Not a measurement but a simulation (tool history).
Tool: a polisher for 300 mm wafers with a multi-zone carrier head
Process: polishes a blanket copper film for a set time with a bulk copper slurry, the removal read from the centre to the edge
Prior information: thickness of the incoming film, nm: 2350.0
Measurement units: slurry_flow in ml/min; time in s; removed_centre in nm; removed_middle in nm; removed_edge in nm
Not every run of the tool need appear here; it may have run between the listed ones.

Run 1, day 0: slurry_flow 225 ml/min, centre_zone 1, middle_zone 1, edge_zone 1, slurry_solids 1, time 34 s. Result: removed_centre 278.53 nm, removed_middle 283.75 nm, removed_edge 284.95 nm.
Run 2, day 0.238: slurry_flow 225 ml/min, centre_zone 1.04, middle_zone 1, edge_zone 1, slurry_solids 1, time 34 s. Result: removed_centre 284.66 nm, removed_middle 284.54 nm, removed_edge 280.22 nm.
Run 3, day 0.479: slurry_flow 220 ml/min, centre_zone 1.04, middle_zone 0.99, edge_zone 0.99, slurry_solids 0.95, time 32 s. Result: removed_centre 263.53 nm, removed_middle 265.43 nm, removed_edge 265 nm.
Run 4, day 0.775: slurry_flow 220 ml/min, centre_zone 1.04, middle_zone 0.99, edge_zone 0.99, slurry_solids 0.85, time 32 s. Result: removed_centre 251.62 nm, removed_middle 252.54 nm, removed_edge 259.47 nm.
Run 5, day 0.8: slurry_flow 220 ml/min, centre_zone 0.96, middle_zone 0.99, edge_zone 0.99, slurry_solids 0.85, time 32 s. Result: removed_centre 242.8 nm, removed_middle 254.48 nm, removed_edge 262.44 nm.
Run 6, day 0.938: slurry_flow 220 ml/min, centre_zone 0.96, middle_zone 0.99, edge_zone 0.92, slurry_solids 0.85, time 32 s. Result: removed_centre 249.32 nm, removed_middle 252.37 nm, removed_edge 244.86 nm.
Run 7, day 1: slurry_flow 220 ml/min, centre_zone 0.96, middle_zone 0.98, edge_zone 0.91, slurry_solids 0.8, time 30 s. Result: removed_centre 226.24 nm, removed_middle 236.47 nm, removed_edge 229.42 nm.
Run 8, day 1.288: slurry_flow 220 ml/min, centre_zone 0.96, middle_zone 0.98, edge_zone 0.91, slurry_solids 0.8, time 30 s. Result: removed_centre 225.43 nm, removed_middle 233.73 nm, removed_edge 224.49 nm.
Run 9, day 1.638: slurry_flow 220 ml/min, centre_zone 0.96, middle_zone 0.98, edge_zone 0.91, slurry_solids 0.8, time 30 s. Result: removed_centre 223.65 nm, removed_middle 235.41 nm, removed_edge 225.95 nm.
Run 10, day 1.675: slurry_flow 215 ml/min, centre_zone 0.99, middle_zone 0.96, edge_zone 0.9, slurry_solids 0.75, time 29 s. Result: removed_centre 220.03 nm, removed_middle 215.85 nm, removed_edge 216.62 nm.
Run 11, day 1.779: slurry_flow 215 ml/min, centre_zone 0.99, middle_zone 0.95, edge_zone 0.89, slurry_solids 0.7, time 28 s. Result: removed_centre 208.17 nm, removed_middle 206.6 nm, removed_edge 203.54 nm.

Predict the results of run 12:
Run 12, day 1.962: slurry_flow 210 ml/min, centre_zone 0.99, middle_zone 0.94, edge_zone 0.88, slurry_solids 0.65, time 27 s. Result: removed_centre ?, removed_middle ?, removed_edge ?.

{"run 12": {"removed_centre": 189.59, "removed_middle": 192.68, "removed_edge": 191.03}}
